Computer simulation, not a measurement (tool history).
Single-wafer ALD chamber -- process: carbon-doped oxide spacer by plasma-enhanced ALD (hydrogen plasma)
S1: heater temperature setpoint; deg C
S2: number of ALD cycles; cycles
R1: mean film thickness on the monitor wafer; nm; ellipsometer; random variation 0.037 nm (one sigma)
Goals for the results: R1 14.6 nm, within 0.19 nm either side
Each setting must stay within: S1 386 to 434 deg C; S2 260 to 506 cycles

{"run": 1, "hour": 0.0, "S1": 410, "S2": 383, "R1": 18.296}
{"run": 2, "hour": 9.2, "S1": 414, "S2": 370, "R1": 17.42}
{"run": 3, "hour": 12.0, "S1": 417, "S2": 361, "R1": 16.885}
{"run": 4, "hour": 19.8, "S1": 408, "S2": 361, "R1": 17.343}
{"run": 5, "hour": 24.2, "S1": 412, "S2": 361, "R1": 17.195}
{"run": 6, "hour": 28.5, "S1": 415, "S2": 352, "R1": 16.609}
{"run": 7, "hour": 30.1, "S1": 418, "S2": 345, "R1": 16.065}
{"run": 8, "hour": 36.9, "S1": 420, "S2": 341, "R1": 15.788}
{"run": 9, "hour": 46.3, "S1": 422, "S2": 338, "R1": 15.462}
{"run": 10, "hour": 51.8, "S1": 422, "S2": 338, "R1": 15.512}
{"run": 11, "hour": 59.9, "S1": 424, "S2": 336, "R1": 15.259}
{"run": 12, "hour": 64.4, "S1": 426, "S2": 335, "R1": 15.156}
{"run": 13, "hour": 66.7, "S1": 427, "S2": 334, "R1": 15.045}
{"run": 14, "hour": 76.0, "S1": 427, "S2": 334, "R1": 15.02}
{"run": 15, "hour": 80.1, "S1": 428, "S2": 334, "R1": 15.011}
{"run": 16, "hour": 89.6, "S1": 429, "S2": 333, "R1": 14.874}

5 next moves are on the table. One of them brings every result within its allowed miss. Which?
{"run": "A", "hour": 99.1, "S1": 431, "S2": 344, "R1": "?"}
{"run": "B", "hour": 99.1, "S1": 431, "S2": 334, "R1": "?"}
{"run": "C", "hour": 99.1, "S1": 419, "S2": 307, "R1": "?"}
{"run": "D", "hour": 99.1, "S1": 425, "S2": 320, "R1": "?"}
{"run": "E", "hour": 99.1, "S1": 430, "S2": 342, "R1": "?"}

move=A R1=15.317
move=B R1=14.871
move=C R1=14.23
move=D R1=14.54
move=E R1=15.28
A: its largest miss is bigger than the last run's
B: about as far from the targets as the last run
C: moves the result that the last run missed by most past its target, out the other side
D: all results land within tolerance of their targets
E: its largest miss is bigger than the last run's
Correct choice: D, which meets every target
